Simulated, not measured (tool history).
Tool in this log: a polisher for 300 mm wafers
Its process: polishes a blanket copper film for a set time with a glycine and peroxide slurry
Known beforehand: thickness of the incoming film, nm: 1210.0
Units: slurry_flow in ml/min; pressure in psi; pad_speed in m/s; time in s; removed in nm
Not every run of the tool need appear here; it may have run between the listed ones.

run 1 hour=0 | slurry_flow=155 pressure=3.2 pad_speed=0.94 time=32 | removed=209.5
run 2 hour=1.7 | slurry_flow=155 pressure=4 pad_speed=0.94 time=32 | removed=255.9
run 3 hour=10.4 | slurry_flow=180 pressure=4 pad_speed=0.94 time=32 | removed=260.97
run 4 hour=16.1 | slurry_flow=175 pressure=3.7 pad_speed=0.94 time=32 | removed=239.95
run 5 hour=22.3 | slurry_flow=190 pressure=3.7 pad_speed=0.94 time=32 | removed=242.72
run 6 hour=28.3 | slurry_flow=190 pressure=3.7 pad_speed=1.04 time=32 | removed=257.17
run 7 hour=33.9 | slurry_flow=190 pressure=3.7 pad_speed=1.04 time=32 | removed=260.21
run 8 hour=41.3 | slurry_flow=190 pressure=3.4 pad_speed=1.04 time=32 | removed=237.09
run 9 hour=50.3 | slurry_flow=190 pressure=3.2 pad_speed=1.04 time=32 | removed=229.48
run 10 hour=57.3 | slurry_flow=190 pressure=3 pad_speed=1.04 time=32 | removed=217.93
run 11 hour=60.1 | slurry_flow=150 pressure=2.1 pad_speed=1.02 time=32 | removed=154.32
run 12 hour=65.2 | slurry_flow=155 pressure=2.1 pad_speed=1.02 time=32 | removed=153.79

Run 13, settings as shown, results not yet in. Your forecast:
run 13 hour=67.1 | slurry_flow=160 pressure=2.1 pad_speed=1.02 time=32 | removed=?

removed: 155.91 nm
